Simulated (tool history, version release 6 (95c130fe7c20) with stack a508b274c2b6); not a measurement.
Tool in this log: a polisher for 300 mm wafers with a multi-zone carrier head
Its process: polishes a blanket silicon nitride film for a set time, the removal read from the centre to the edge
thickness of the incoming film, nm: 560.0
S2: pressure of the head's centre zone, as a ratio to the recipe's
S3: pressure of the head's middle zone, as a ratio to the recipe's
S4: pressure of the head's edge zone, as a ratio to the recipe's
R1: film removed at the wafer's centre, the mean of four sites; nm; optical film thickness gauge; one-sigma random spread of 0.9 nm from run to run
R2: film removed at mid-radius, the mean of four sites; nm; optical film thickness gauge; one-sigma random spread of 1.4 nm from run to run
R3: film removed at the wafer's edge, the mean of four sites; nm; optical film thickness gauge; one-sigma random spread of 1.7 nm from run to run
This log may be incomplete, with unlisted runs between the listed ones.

run 1 day=0 | flow_of_slurry_(ml/min)=125 S2=1 S3=1 S4=1 polishing_time_(s)=73 | R1=118.75 R2=111.77 R3=108.3
run 2 day=0.029 | flow_of_slurry_(ml/min)=125 S2=1 S3=1 S4=0.92 polishing_time_(s)=73 | R1=118.71 R2=115.37 R3=108.3
run 3 day=0.342 | flow_of_slurry_(ml/min)=140 S2=0.99 S3=1 S4=0.93 polishing_time_(s)=75 | R1=125.11 R2=119.45 R3=113.33
run 4 day=0.667 | flow_of_slurry_(ml/min)=150 S2=0.98 S3=1.01 S4=0.93 polishing_time_(s)=76 | R1=128.91 R2=124.06 R3=115.67
run 5 day=0.954 | flow_of_slurry_(ml/min)=150 S2=0.98 S3=1.05 S4=0.93 polishing_time_(s)=76 | R1=126.15 R2=128.16 R3=115.77
run 6 day=1.054 | flow_of_slurry_(ml/min)=120 S2=0.98 S3=1.05 S4=0.93 polishing_time_(s)=76 | R1=120.09 R2=119.85 R3=112.76
run 7 day=1.288 | flow_of_slurry_(ml/min)=130 S2=0.98 S3=1.04 S4=0.95 polishing_time_(s)=77 | R1=124.16 R2=121.9 R3=118.34
run 8 day=1.367 | flow_of_slurry_(ml/min)=140 S2=0.98 S3=1.04 S4=0.96 polishing_time_(s)=77 | R1=127.37 R2=126.12 R3=118.1
run 9 day=1.596 | flow_of_slurry_(ml/min)=145 S2=0.98 S3=1.04 S4=0.97 polishing_time_(s)=78 | R1=130.88 R2=129.44 R3=119.78
run 10 day=1.954 | flow_of_slurry_(ml/min)=145 S2=0.98 S3=1.03 S4=0.98 polishing_time_(s)=79 | R1=130.55 R2=131.42 R3=123.1

Forecast run 11:
run 11 day=2.188 | flow_of_slurry_(ml/min)=150 S2=0.99 S3=1.02 S4=0.98 polishing_time_(s)=79 | R1=? R2=? R3=?

Run 11 produced R1 132.64 nm, R2 128.86 nm, R3 121.84 nm.
